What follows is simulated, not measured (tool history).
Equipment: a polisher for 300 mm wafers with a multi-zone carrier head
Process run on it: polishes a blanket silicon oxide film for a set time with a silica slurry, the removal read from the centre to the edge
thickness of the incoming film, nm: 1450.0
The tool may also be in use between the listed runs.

run  hour  flow of slurry (ml/min)  pressure of the head's centre zone  pressure of the head's middle zone  pressure of the head's edge zone  abrasive content of the slurry  polishing time (s)  film removed at the wafer's centre (angstrom)  film removed at mid-radius (angstrom)  film removed at the wafer's edge (angstrom)
  1   0.0                      225                                1.00                                1.00                              1.00                            1.00                  53                                         1973.6                                 1969.1                                       1976.5
  2   9.0                      215                                0.98                                1.01                              1.01                            1.00                  53                                         1888.1                                 2013.9                                       1962.1
  3  13.6                      215                                0.98                                1.01                              0.97                            1.00                  53                                         1878.2                                 1957.9                                       1948.4
  4  22.5                      270                                0.98                                1.01                              0.97                            1.00                  53                                         1961.7                                 2038.6                                       1985.5
  5  30.6                      270                                0.98                                1.01                              0.97                            1.00                  62                                         2307.6                                 2393.4                                       2326.9
  6  31.7                      215                                0.98                                1.01                              0.97                            1.00                  62                                         2187.1                                 2360.6                                       2271.6
  7  38.7                      205                                0.96                                0.99                              0.94                            0.95                  62                                         2107.2                                 2169.4                                       2170.7
  8  43.9                      195                                0.93                                0.99                              0.92                            0.95                  62                                         2007.0                                 2164.9                                       2149.3
  9  45.0                      190                                0.91                                0.99                              0.90                            0.95                  62                                         1970.6                                 2203.9                                       2142.7

Expected results for the next run?
 10  46.5                      160                                0.83                                0.90                              0.84                            0.80                  62                                              ?                                      ?                                            ?

Run 10 came out at film removed at the wafer's centre (angstrom) 1595.2, film removed at mid-radius (angstrom) 1803.0, film removed at the wafer's edge (angstrom) 1863.9.

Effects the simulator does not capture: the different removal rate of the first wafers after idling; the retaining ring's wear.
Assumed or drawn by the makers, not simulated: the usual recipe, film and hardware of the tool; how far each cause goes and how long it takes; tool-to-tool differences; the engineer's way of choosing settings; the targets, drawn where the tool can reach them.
